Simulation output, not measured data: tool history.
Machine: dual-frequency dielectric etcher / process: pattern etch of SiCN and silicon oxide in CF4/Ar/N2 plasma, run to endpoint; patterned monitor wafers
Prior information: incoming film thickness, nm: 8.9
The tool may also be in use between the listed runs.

run,hour,source power (kW),bias power (kW),Ar flow (sccm),CF4 flow (sccm),endpoint time (s)
1,0,0.58,0.096,132,44,8.4935
2,7.1,0.58,0.087,132,44,9.0363
3,8.7,0.58,0.087,132,51,8.8278
4,9.6,0.58,0.076,132,51,9.59
5,16.1,0.52,0.074,132,51,10.993
6,18.6,0.49,0.074,132,51,11.715
7,27.5,0.47,0.074,132,51,12.254

The next listed run, before its measurement:
8,32.6,0.46,0.074,132,51,?

{"run 8": {"endpoint time (s)": 12.486}}
